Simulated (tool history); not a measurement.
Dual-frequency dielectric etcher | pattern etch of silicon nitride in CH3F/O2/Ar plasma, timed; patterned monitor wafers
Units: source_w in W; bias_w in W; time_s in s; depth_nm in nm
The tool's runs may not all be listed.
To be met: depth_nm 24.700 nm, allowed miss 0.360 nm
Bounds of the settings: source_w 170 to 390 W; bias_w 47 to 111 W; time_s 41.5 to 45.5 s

Run 1, hour 0.0: source_w 280 W, bias_w 79 W, time_s 45.5 s. Result: depth_nm 30.216 nm.
Run 2, hour 4.8: source_w 280 W, bias_w 91 W, time_s 45.5 s. Result: depth_nm 32.320 nm.
Run 3, hour 12.7: source_w 250 W, bias_w 85 W, time_s 45.5 s. Result: depth_nm 30.037 nm.
Run 4, hour 16.1: source_w 250 W, bias_w 98 W, time_s 45.5 s. Result: depth_nm 31.869 nm.
Run 5, hour 20.3: source_w 230 W, bias_w 90 W, time_s 45.0 s. Result: depth_nm 29.569 nm.
Run 6, hour 27.4: source_w 230 W, bias_w 80 W, time_s 45.0 s. Result: depth_nm 28.289 nm.
Run 7, hour 33.3: source_w 220 W, bias_w 77 W, time_s 45.0 s. Result: depth_nm 27.240 nm.
Run 8, hour 38.5: source_w 210 W, bias_w 76 W, time_s 45.0 s. Result: depth_nm 26.630 nm.
Run 9, hour 40.9: source_w 200 W, bias_w 75 W, time_s 45.0 s. Result: depth_nm 26.268 nm.
Run 10, hour 49.6: source_w 190 W, bias_w 74 W, time_s 45.0 s. Result: depth_nm 25.589 nm.
Run 11, hour 53.7: source_w 180 W, bias_w 74 W, time_s 45.0 s. Result: depth_nm 25.128 nm.

Which of these 4 next moves meets every target?
Run A, hour 57.8: source_w 170 W, bias_w 74 W, time_s 43.0 s. Result: depth_nm ?.
Run B, hour 57.8: source_w 180 W, bias_w 71 W, time_s 43.5 s. Result: depth_nm ?.
Run C, hour 57.8: source_w 210 W, bias_w 76 W, time_s 41.5 s. Result: depth_nm ?.
Run D, hour 57.8: source_w 180 W, bias_w 77 W, time_s 42.0 s. Result: depth_nm ?.

move  depth_nm
   A    23.648
   B    23.927
   C    24.669
   D    23.912
A: takes the result that was furthest off past its target
B: takes the result that was furthest off past its target
C: meets every target
D: takes the result that was furthest off past its target
The right move is C.

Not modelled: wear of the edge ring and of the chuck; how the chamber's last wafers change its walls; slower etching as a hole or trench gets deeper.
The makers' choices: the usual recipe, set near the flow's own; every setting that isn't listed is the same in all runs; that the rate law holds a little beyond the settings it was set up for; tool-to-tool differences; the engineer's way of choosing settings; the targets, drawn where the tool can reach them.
